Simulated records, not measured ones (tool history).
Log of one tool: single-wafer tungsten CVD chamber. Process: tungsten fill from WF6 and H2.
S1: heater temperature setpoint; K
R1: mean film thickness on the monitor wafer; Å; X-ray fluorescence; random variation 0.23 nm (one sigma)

{"run": 1, "day": 0.0, "S1": 653.15, "chamber pressure (mTorr)": 33200, "deposition time (s)": 42.4, "R1": 817.48}
{"run": 2, "day": 0.35, "S1": 648.15, "chamber pressure (mTorr)": 32900, "deposition time (s)": 42.4, "R1": 727.41}
{"run": 3, "day": 0.629, "S1": 639.15, "chamber pressure (mTorr)": 32900, "deposition time (s)": 42.4, "R1": 599.53}
{"run": 4, "day": 1.0, "S1": 638.15, "chamber pressure (mTorr)": 32800, "deposition time (s)": 42.4, "R1": 583.19}
{"run": 5, "day": 1.079, "S1": 630.15, "chamber pressure (mTorr)": 32800, "deposition time (s)": 42.4, "R1": 487.42}
{"run": 6, "day": 1.275, "S1": 640.15, "chamber pressure (mTorr)": 32800, "deposition time (s)": 42.4, "R1": 606.94}

What does the tool deliver on the next run?
{"run": 7, "day": 1.362, "S1": 639.15, "chamber pressure (mTorr)": 32700, "deposition time (s)": 42.4, "R1": "?"}

R1: 597.15 Å

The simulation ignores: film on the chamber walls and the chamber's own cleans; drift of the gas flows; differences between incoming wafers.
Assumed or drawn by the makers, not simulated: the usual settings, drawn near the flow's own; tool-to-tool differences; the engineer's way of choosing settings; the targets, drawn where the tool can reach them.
